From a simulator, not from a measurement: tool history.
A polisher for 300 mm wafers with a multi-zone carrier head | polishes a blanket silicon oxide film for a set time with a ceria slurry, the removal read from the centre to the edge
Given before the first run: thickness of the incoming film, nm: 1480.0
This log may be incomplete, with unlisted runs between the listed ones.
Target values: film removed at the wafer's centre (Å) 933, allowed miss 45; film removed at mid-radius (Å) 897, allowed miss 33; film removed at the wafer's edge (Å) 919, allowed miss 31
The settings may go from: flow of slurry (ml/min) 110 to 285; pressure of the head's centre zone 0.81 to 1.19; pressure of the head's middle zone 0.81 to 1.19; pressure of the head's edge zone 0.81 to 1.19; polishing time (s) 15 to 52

| run | hour | flow of slurry (ml/min) | pressure of the head's centre zone | pressure of the head's middle zone | pressure of the head's edge zone | polishing time (s) | film removed at the wafer's centre (Å) | film removed at mid-radius (Å) | film removed at the wafer's edge (Å) |
|---|---|---|---|---|---|---|---|---|---|
| 1 | 0 | 180 | 1 | 1 | 1 | 33 | 1023 | 1045.2 | 979.97 |
| 2 | 8.6 | 180 | 1 | 1.07 | 1 | 33 | 1045.4 | 1095 | 975.61 |
| 3 | 14.8 | 170 | 1 | 1.02 | 1 | 33 | 1051.7 | 1022.5 | 992.12 |
| 4 | 20 | 155 | 1 | 1.02 | 1 | 33 | 1013.9 | 1037 | 971.87 |
| 5 | 23.3 | 155 | 1 | 0.99 | 0.99 | 33 | 1019.4 | 993.01 | 963.63 |
| 6 | 25.1 | 155 | 1 | 0.99 | 0.92 | 33 | 1012.9 | 992.64 | 933.29 |
| 7 | 31.8 | 150 | 0.99 | 0.97 | 0.92 | 33 | 1021.6 | 967.9 | 933.9 |
| 8 | 33.5 | 145 | 0.97 | 0.96 | 0.92 | 33 | 957.68 | 979.9 | 932.73 |
| 9 | 35.1 | 140 | 0.97 | 0.94 | 0.92 | 33 | 956.85 | 949.79 | 911.73 |

Which of these 4 next moves meets every target?
| A | 36.7 | 135 | 0.84 | 1.01 | 0.92 | 33 | ? | ? | ? |
| B | 36.7 | 125 | 0.94 | 0.87 | 0.93 | 34 | ? | ? | ? |
| C | 36.7 | 135 | 0.99 | 0.94 | 0.84 | 32 | ? | ? | ? |
| D | 36.7 | 115 | 0.85 | 0.94 | 1.04 | 35 | ? | ? | ? |

| move | film removed at the wafer's centre (Å) | film removed at mid-radius (Å) | film removed at the wafer's edge (Å) |
|---|---|---|---|
| A | 827.09 | 1006.4 | 918.62 |
| B | 928.96 | 921.61 | 939.89 |
| C | 939.72 | 929.54 | 856.89 |
| D | 845.96 | 975.98 | 1001.9 |
A: its largest miss is bigger than the last run's
B: every result lands within tolerance
C: the furthest-off result lands on target, but another misses its tolerance
D: its largest miss is bigger than the last run's
So the answer is move B, the one that meets all the targets.
